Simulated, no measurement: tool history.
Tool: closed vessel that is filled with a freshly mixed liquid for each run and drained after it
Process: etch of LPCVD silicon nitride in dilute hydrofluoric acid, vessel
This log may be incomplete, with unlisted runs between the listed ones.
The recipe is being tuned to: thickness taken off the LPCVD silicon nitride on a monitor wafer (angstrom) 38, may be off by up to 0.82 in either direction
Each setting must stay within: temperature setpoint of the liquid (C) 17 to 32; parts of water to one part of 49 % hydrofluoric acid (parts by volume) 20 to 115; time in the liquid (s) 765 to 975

run,hour,temperature setpoint of the liquid (C),parts of water to one part of 49 % hydrofluoric acid (parts by volume),time in the liquid (s),thickness taken off the LPCVD silicon nitride on a monitor wafer (angstrom)
1,0,24,65,975,81.662
2,7.1,24,55,975,94.79
3,12.8,24,75,975,70.358
4,21.9,24,55,975,95.975
5,28.8,22.5,60,975,79.301
6,35.1,22.5,50,975,95.106
7,42,21.5,55,975,81.496
8,49.4,20.5,60,975,68.809
9,51.8,20,65,975,62.187
10,58.8,19.5,70,975,55.283

Which one of the following 4 next-run settings gets every result inside its allowed miss? There is exactly one.
A,65.8,18,85,955,?
B,65.8,18.5,75,800,?
C,65.8,17,70,845,?
D,65.8,17,70,800,?

move,thickness taken off the LPCVD silicon nitride on a monitor wafer (angstrom)
A,40.637
B,39.807
C,40.475
D,38.32
A: moves toward the targets from the last run without getting all of them in spec
B: moves toward the targets from the last run without getting all of them in spec
C: moves toward the targets from the last run without getting all of them in spec
D: every result within its allowed miss
The move that meets every target is D.
